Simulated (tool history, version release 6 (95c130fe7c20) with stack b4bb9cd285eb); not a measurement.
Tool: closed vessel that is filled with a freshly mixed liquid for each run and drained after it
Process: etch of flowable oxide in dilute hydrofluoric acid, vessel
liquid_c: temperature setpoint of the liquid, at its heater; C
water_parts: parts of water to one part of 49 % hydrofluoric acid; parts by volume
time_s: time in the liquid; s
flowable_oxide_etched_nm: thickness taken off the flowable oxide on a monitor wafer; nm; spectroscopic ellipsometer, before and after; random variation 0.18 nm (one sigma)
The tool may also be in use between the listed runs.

run 1 hour=0.0 | liquid_c=23.0 water_parts=230 time_s=1035 | flowable_oxide_etched_nm=77.242
run 2 hour=8.3 | liquid_c=22.0 water_parts=235 time_s=1035 | flowable_oxide_etched_nm=72.776
run 3 hour=9.3 | liquid_c=24.5 water_parts=235 time_s=1035 | flowable_oxide_etched_nm=79.484
run 4 hour=18.4 | liquid_c=24.5 water_parts=235 time_s=1035 | flowable_oxide_etched_nm=79.322
run 5 hour=22.8 | liquid_c=23.5 water_parts=240 time_s=1035 | flowable_oxide_etched_nm=74.745
run 6 hour=27.1 | liquid_c=23.5 water_parts=240 time_s=1035 | flowable_oxide_etched_nm=74.615
run 7 hour=30.3 | liquid_c=23.5 water_parts=240 time_s=1035 | flowable_oxide_etched_nm=74.747
run 8 hour=34.6 | liquid_c=22.5 water_parts=245 time_s=1035 | flowable_oxide_etched_nm=69.752
run 9 hour=42.9 | liquid_c=21.5 water_parts=245 time_s=1035 | flowable_oxide_etched_nm=67.518
run 10 hour=47.2 | liquid_c=21.0 water_parts=245 time_s=1035 | flowable_oxide_etched_nm=66.277
run 11 hour=52.2 | liquid_c=20.5 water_parts=245 time_s=1035 | flowable_oxide_etched_nm=64.768
run 12 hour=55.4 | liquid_c=20.0 water_parts=245 time_s=1035 | flowable_oxide_etched_nm=64.075

Run 13 comes next. What will it give?
run 13 hour=58.8 | liquid_c=19.5 water_parts=245 time_s=1035 | flowable_oxide_etched_nm=?

{"run 13": {"flowable_oxide_etched_nm": 62.443}}
